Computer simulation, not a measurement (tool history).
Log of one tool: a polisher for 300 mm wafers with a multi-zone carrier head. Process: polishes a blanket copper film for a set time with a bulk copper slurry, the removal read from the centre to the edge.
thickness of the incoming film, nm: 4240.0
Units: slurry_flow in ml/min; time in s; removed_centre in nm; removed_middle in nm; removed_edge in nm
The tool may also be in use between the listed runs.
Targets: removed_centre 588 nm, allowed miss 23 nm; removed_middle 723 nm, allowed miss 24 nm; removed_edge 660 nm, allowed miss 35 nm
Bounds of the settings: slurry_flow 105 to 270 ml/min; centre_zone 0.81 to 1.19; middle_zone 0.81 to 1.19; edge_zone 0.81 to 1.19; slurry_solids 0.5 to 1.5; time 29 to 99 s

run	hour	slurry_flow	centre_zone	middle_zone	edge_zone	slurry_solids	time	removed_centre	removed_middle	removed_edge
1	0	175	1	1	1	1	64	483.6	491.25	498.62
2	3	175	1	1	1	1	76	582.02	573.82	589.37
3	5.4	175	1	1	1	1	70	540.1	537.99	538.82
4	7.1	185	0.98	1.05	1.04	1.1	71	553.74	578.25	580.45
5	15.9	155	0.98	1.05	1.04	1.1	71	529.94	567.36	570.42
# hour 19.9: worn pad replaced by a new one
6	19.9	125	0.98	1.05	1.04	1.1	71	559.53	597.21	609.21
7	24.4	120	0.97	1.09	1.04	1.15	72	580.22	638.07	604.44
8	33.2	120	0.95	1.11	1.06	1.2	72	565.91	664.44	614.3
9	40	120	0.95	1.12	1.08	1.25	72	569.57	661.01	638.78

Which of these 4 next moves meets every target?
A	46.8	140	0.97	1.13	1.11	1.35	69	?	?	?
B	46.8	105	0.94	1.16	1.06	1.2	78	?	?	?
C	46.8	145	0.95	1.1	1.14	1.4	64	?	?	?
D	46.8	135	0.98	0.97	1.06	1.2	81	?	?	?

move	removed_centre	removed_middle	removed_edge
A	590.29	678.09	641.57
B	585.81	716.24	658.66
C	545.07	624.5	612.06
D	672.84	673.21	711.53
A: nearer than the last run, and not there yet
B: meets every target
C: further off than the last run
D: further off than the last run
The right move is B.

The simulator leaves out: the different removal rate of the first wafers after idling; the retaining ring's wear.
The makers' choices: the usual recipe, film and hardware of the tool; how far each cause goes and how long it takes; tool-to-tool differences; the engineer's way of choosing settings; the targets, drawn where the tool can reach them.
